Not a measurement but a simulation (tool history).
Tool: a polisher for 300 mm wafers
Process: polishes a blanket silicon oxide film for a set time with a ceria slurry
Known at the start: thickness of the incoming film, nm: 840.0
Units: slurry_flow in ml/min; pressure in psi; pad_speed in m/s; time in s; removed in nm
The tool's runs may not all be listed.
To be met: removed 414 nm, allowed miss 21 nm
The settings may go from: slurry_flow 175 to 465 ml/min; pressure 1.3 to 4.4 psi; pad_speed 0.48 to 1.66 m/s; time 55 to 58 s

run	hour	slurry_flow	pressure	pad_speed	time	removed
1	0	295	2.8	1.06	55	251.03
2	2.6	295	3	1.06	55	264.51
3	6.6	295	3.2	1.06	55	278.53
4	9.4	255	3.2	1.06	55	286.6
5	15.5	255	3.4	1.06	55	294.49
6	24.1	190	3.4	1.06	55	284.45
7	26.7	195	4.2	1.1	55	353.3
8	32.8	195	4.2	1.12	55	350.46
9	41.2	195	4.2	1.14	55	355.31
10	47.4	195	4.2	1.16	55	358.36
11	53.4	195	4.2	1.18	55	376.54
12	54.7	195	4.2	1.18	55	370.1
13	62.6	195	4.2	1.2	55	366.98
14	71.4	195	4.2	1.2	55	369.37
15	72.1	195	4.2	1.22	55	389.85
16	79.2	195	4.3	1.24	55	390.84

Which of these 4 next moves meets every target?
A	86.3	180	4.4	1.2	58	?
B	86.3	295	4.4	1.28	58	?
C	86.3	275	3.8	1.28	55	?
D	86.3	250	4.3	1.16	55	?

move	removed
A	414.34
B	459.09
C	386.03
D	384.84
A: meets every target
B: takes the result that was furthest off past its target
C: further off than the last run
D: further off than the last run
Answer: A
